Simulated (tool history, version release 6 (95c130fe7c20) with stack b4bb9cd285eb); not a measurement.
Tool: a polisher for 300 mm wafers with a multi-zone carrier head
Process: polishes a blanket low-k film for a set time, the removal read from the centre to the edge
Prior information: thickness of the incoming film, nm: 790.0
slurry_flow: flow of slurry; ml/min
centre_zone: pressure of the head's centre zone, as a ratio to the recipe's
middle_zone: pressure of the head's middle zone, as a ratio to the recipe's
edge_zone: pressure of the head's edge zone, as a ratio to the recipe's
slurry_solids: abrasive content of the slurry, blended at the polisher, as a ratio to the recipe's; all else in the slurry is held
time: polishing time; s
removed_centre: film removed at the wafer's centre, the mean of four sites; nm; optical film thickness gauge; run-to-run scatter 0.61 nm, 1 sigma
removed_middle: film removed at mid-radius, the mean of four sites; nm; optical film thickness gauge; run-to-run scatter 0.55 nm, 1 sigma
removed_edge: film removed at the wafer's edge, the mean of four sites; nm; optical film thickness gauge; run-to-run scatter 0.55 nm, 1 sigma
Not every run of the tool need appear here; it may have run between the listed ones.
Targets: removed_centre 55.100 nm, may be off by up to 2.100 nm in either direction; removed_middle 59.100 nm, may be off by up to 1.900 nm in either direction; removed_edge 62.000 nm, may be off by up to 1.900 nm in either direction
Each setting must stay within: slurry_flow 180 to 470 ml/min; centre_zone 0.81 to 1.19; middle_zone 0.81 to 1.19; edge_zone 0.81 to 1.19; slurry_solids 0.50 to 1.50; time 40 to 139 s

run	hour	slurry_flow	centre_zone	middle_zone	edge_zone	slurry_solids	time	removed_centre	removed_middle	removed_edge
1	0.0	300	1.00	1.00	1.00	1.00	89	48.772	47.797	47.425
2	1.8	300	1.00	0.97	1.00	1.00	89	49.049	46.910	46.775
3	7.8	300	0.99	0.99	1.04	1.05	89	49.427	48.144	48.854
4	13.9	300	1.02	0.99	1.04	1.05	89	50.532	49.013	49.365
5	15.7	300	1.02	1.05	1.04	1.05	89	51.267	51.053	49.498
6	19.5	300	1.00	1.05	1.07	1.10	89	51.268	52.068	50.962
7	24.8	300	0.90	1.01	1.17	1.35	91	49.867	56.203	58.229
8	25.7	305	0.91	1.01	1.17	1.35	91	50.891	55.625	59.170
9	30.8	315	0.92	1.02	1.17	1.35	91	51.713	56.644	59.141

Pick the move, out of 4, that brings all results within their allowed miss; only one does.
A	35.9	255	0.84	0.96	1.10	1.20	101	?	?	?
B	35.9	260	0.98	1.03	1.19	1.30	88	?	?	?
C	35.9	315	0.90	0.97	1.16	1.40	90	?	?	?
D	35.9	390	0.92	1.01	1.18	1.50	90	?	?	?

move	removed_centre	removed_middle	removed_edge
A	48.661	55.693	59.856
B	51.213	53.158	56.032
C	50.457	54.179	59.023
D	53.927	58.463	61.827
A: lands further from the targets than the last run did
B: lands further from the targets than the last run did
C: lands further from the targets than the last run did
D: every result within its allowed miss
D meets every target.
